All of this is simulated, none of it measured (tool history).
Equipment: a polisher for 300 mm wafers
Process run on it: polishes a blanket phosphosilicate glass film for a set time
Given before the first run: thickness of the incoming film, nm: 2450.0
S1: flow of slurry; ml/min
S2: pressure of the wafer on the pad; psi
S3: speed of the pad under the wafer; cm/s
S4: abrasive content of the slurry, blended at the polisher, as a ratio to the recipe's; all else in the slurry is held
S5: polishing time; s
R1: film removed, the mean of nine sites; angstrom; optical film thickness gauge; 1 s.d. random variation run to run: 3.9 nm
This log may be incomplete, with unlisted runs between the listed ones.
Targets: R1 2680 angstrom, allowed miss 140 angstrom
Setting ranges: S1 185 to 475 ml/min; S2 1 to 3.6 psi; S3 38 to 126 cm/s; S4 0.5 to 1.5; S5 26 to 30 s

| run | hour | S1 | S2 | S3 | S4 | S5 | R1 |
|---|---|---|---|---|---|---|---|
| 1 | 0 | 305 | 2.3 | 82 | 1 | 30 | 1917.8 |
| 2 | 2.5 | 305 | 2.5 | 82 | 1 | 30 | 2074.5 |
| 3 | 3.6 | 305 | 2.7 | 82 | 1 | 30 | 2156.9 |
| 4 | 12.4 | 340 | 2.7 | 82 | 1 | 30 | 2223.3 |
| 5 | 13.2 | 340 | 2.1 | 82 | 1 | 30 | 1748.1 |
| 6 | 20.2 | 340 | 2.1 | 82 | 1 | 26 | 1496.4 |
| 7 | 24.6 | 340 | 2.4 | 84 | 1 | 26 | 1698.7 |
| 8 | 31.2 | 340 | 2.7 | 86 | 1 | 26 | 1963.9 |
| 9 | 39.4 | 340 | 2.9 | 88 | 1 | 26 | 2152.5 |

Exactly one of the 4 candidate moves below puts every result within its allowed miss. Which one?
| A | 47.6 | 375 | 3.3 | 82 | 0.95 | 30 | ? |
| B | 47.6 | 325 | 2.3 | 98 | 0.65 | 28 | ? |
| C | 47.6 | 355 | 2.8 | 90 | 1 | 28 | ? |
| D | 47.6 | 320 | 2.7 | 118 | 1.15 | 30 | ? |

| move | R1 |
|---|---|
| A | 2607.2 |
| B | 1411.8 |
| C | 2256.5 |
| D | 2977.7 |
A: every result lands within tolerance
B: lands further from the targets than the last run did
C: nearer than the last run, and not there yet
D: the result that was furthest off in the last run now lies on the other side of its target
Answer: A
